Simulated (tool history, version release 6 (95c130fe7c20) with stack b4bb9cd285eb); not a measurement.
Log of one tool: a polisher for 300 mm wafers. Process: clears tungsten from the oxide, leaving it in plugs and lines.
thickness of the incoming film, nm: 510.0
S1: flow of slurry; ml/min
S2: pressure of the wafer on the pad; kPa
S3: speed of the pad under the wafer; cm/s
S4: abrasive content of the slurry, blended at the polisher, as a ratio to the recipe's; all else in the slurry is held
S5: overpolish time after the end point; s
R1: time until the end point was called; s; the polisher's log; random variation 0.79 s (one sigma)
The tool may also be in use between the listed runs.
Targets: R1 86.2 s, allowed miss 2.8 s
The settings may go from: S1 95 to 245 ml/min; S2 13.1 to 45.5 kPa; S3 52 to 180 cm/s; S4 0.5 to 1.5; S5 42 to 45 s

run,hour,S1,S2,S3,S4,S5,R1
1,0,155,29,116,1,42,65.446
2,6.1,155,34.5,116,1,42,55.684
3,8.7,150,31.7,116,1,42,62.029
4,14.5,150,31.7,116,1.1,42,58.055
5,21.2,170,31.7,116,1.1,42,59.019
6,27.4,170,31.7,88,1.1,42,75.744
7,30.4,170,31,88,1.1,42,78.112
8,32.2,170,30.3,88,1.1,42,78.839
9,35.7,170,29.6,88,1.1,42,81.552
10,41.9,170,29.6,88,1.1,42,81.856
11,49.8,170,29,88,1.1,42,83.307

5 next moves are on the table. One of them brings every result within its allowed miss. Which?
A,57.7,190,24.8,90,1.05,44,?
B,57.7,190,24.8,96,1.15,42,?
C,57.7,185,24.8,102,1.15,45,?
D,57.7,200,27.6,108,0.75,45,?
E,57.7,185,39.3,78,0.7,45,?

move,R1
A,93.864
B,85.491
C,80.888
D,80.147
E,80.638
A: takes the result that was furthest off past its target
B: meets every target
C: further off than the last run
D: further off than the last run
E: further off than the last run
Answer: B

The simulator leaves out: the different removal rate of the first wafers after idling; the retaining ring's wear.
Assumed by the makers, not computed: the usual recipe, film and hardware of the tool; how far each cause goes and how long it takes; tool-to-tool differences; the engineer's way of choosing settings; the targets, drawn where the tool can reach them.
